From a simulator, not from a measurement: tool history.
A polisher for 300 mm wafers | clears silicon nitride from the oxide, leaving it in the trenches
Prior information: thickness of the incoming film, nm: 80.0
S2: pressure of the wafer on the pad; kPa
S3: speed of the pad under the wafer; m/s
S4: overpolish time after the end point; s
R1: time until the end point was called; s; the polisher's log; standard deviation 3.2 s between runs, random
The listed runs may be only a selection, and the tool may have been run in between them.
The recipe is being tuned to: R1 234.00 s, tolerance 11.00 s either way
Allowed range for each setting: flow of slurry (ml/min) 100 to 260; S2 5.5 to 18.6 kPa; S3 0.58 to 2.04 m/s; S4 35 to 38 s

{"run": 1, "hour": 0.0, "flow of slurry (ml/min)": 165, "S2": 11.7, "S3": 1.3, "S4": 35, "R1": 135.53}
{"run": 2, "hour": 3.6, "flow of slurry (ml/min)": 165, "S2": 11.7, "S3": 1.3, "S4": 38, "R1": 135.48}
{"run": 3, "hour": 7.7, "flow of slurry (ml/min)": 165, "S2": 11.7, "S3": 1.06, "S4": 38, "R1": 152.04}
{"run": 4, "hour": 11.7, "flow of slurry (ml/min)": 165, "S2": 11.0, "S3": 1.06, "S4": 38, "R1": 159.7}
{"run": 5, "hour": 20.6, "flow of slurry (ml/min)": 165, "S2": 11.0, "S3": 1.06, "S4": 38, "R1": 165.5}
{"run": 6, "hour": 29.3, "flow of slurry (ml/min)": 165, "S2": 10.3, "S3": 1.06, "S4": 38, "R1": 169.87}
{"run": 7, "hour": 37.2, "flow of slurry (ml/min)": 165, "S2": 9.7, "S3": 1.06, "S4": 38, "R1": 180.73}
{"run": 8, "hour": 38.8, "flow of slurry (ml/min)": 165, "S2": 9.0, "S3": 1.06, "S4": 38, "R1": 188.98}
{"run": 9, "hour": 40.7, "flow of slurry (ml/min)": 160, "S2": 6.2, "S3": 1.04, "S4": 38, "R1": 267.6}
{"run": 10, "hour": 47.2, "flow of slurry (ml/min)": 180, "S2": 7.6, "S3": 1.04, "S4": 38, "R1": 222.59}

Exactly one of the 4 candidate moves below puts every result within its allowed miss. Which one?
{"run": "A", "hour": 53.7, "flow of slurry (ml/min)": 175, "S2": 9.0, "S3": 0.96, "S4": 38, "R1": "?"}
{"run": "B", "hour": 53.7, "flow of slurry (ml/min)": 195, "S2": 5.5, "S3": 1.1, "S4": 38, "R1": "?"}
{"run": "C", "hour": 53.7, "flow of slurry (ml/min)": 180, "S2": 6.2, "S3": 1.02, "S4": 38, "R1": "?"}
{"run": "D", "hour": 53.7, "flow of slurry (ml/min)": 120, "S2": 8.3, "S3": 0.98, "S4": 38, "R1": "?"}

move=A R1=206.87
move=B R1=276.55
move=C R1=268.28
move=D R1=234.62
A: further off than the last run
B: moves the result that the last run missed by most past its target, out the other side
C: moves the result that the last run missed by most past its target, out the other side
D: every result within its allowed miss
Go with D: it meets all targets.
